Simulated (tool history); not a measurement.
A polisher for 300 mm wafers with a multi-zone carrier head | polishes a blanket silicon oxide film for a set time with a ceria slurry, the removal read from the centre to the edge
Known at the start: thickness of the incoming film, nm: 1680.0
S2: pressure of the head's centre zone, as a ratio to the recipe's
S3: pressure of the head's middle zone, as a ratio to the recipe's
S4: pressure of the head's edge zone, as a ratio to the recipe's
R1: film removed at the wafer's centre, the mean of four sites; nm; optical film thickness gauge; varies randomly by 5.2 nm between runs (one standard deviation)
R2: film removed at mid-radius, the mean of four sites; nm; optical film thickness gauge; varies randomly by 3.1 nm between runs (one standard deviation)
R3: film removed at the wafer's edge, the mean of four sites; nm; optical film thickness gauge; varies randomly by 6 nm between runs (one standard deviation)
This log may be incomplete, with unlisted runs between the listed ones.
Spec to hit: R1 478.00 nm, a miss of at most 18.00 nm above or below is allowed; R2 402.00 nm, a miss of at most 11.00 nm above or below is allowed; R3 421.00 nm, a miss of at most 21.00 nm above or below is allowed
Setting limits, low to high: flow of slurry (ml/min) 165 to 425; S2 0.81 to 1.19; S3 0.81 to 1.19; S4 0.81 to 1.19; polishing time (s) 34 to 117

Run 1, hour 0.0: flow of slurry (ml/min) 275, S2 1.00, S3 1.00, S4 1.00, polishing time (s) 75. Result: R1 332.94 nm, R2 294.05 nm, R3 286.95 nm.
Run 2, hour 2.2: flow of slurry (ml/min) 275, S2 1.02, S3 1.00, S4 1.04, polishing time (s) 81. Result: R1 360.74 nm, R2 318.34 nm, R3 318.92 nm.
Run 3, hour 3.0: flow of slurry (ml/min) 280, S2 1.05, S3 1.01, S4 1.07, polishing time (s) 85. Result: R1 399.73 nm, R2 339.94 nm, R3 337.30 nm.
Run 4, hour 5.8: flow of slurry (ml/min) 280, S2 1.05, S3 1.01, S4 1.10, polishing time (s) 89. Result: R1 411.68 nm, R2 355.53 nm, R3 351.57 nm.
Run 5, hour 11.7: flow of slurry (ml/min) 280, S2 1.05, S3 1.00, S4 1.11, polishing time (s) 93. Result: R1 427.77 nm, R2 367.34 nm, R3 376.33 nm.
At hour 16.9: centre zone pressure recalibrated.
Run 6, hour 16.9: flow of slurry (ml/min) 285, S2 1.06, S3 1.00, S4 1.12, polishing time (s) 95. Result: R1 398.53 nm, R2 367.79 nm, R3 381.13 nm.
Run 7, hour 20.3: flow of slurry (ml/min) 270, S2 1.09, S3 1.00, S4 1.12, polishing time (s) 98. Result: R1 428.18 nm, R2 381.03 nm, R3 393.26 nm.
Run 8, hour 27.5: flow of slurry (ml/min) 295, S2 1.12, S3 1.00, S4 1.13, polishing time (s) 99. Result: R1 451.77 nm, R2 390.62 nm, R3 403.24 nm.
Run 9, hour 33.0: flow of slurry (ml/min) 305, S2 1.13, S3 1.00, S4 1.13, polishing time (s) 100. Result: R1 447.82 nm, R2 398.09 nm, R3 407.50 nm.

Which of these 5 next moves meets every target?
Run A, hour 38.5: flow of slurry (ml/min) 320, S2 1.06, S3 1.01, S4 1.09, polishing time (s) 99. Result: R1 ?, R2 ?, R3 ?.
Run B, hour 38.5: flow of slurry (ml/min) 305, S2 1.18, S3 1.06, S4 1.06, polishing time (s) 95. Result: R1 ?, R2 ?, R3 ?.
Run C, hour 38.5: flow of slurry (ml/min) 405, S2 1.03, S3 1.05, S4 1.17, polishing time (s) 94. Result: R1 ?, R2 ?, R3 ?.
Run D, hour 38.5: flow of slurry (ml/min) 375, S2 1.12, S3 1.02, S4 1.04, polishing time (s) 96. Result: R1 ?, R2 ?, R3 ?.
Run E, hour 38.5: flow of slurry (ml/min) 285, S2 1.15, S3 0.98, S4 1.13, polishing time (s) 104. Result: R1 ?, R2 ?, R3 ?.

move      R1      R2      R3
   A  425.73  387.70  397.35
   B  448.53  385.45  375.85
   C  402.18  387.47  393.13
   D  440.39  383.96  382.45
   E  475.89  392.76  419.86
A: further off than the last run
B: further off than the last run
C: further off than the last run
D: further off than the last run
E: every result within its allowed miss
So the answer is move E, the one that meets all the targets.
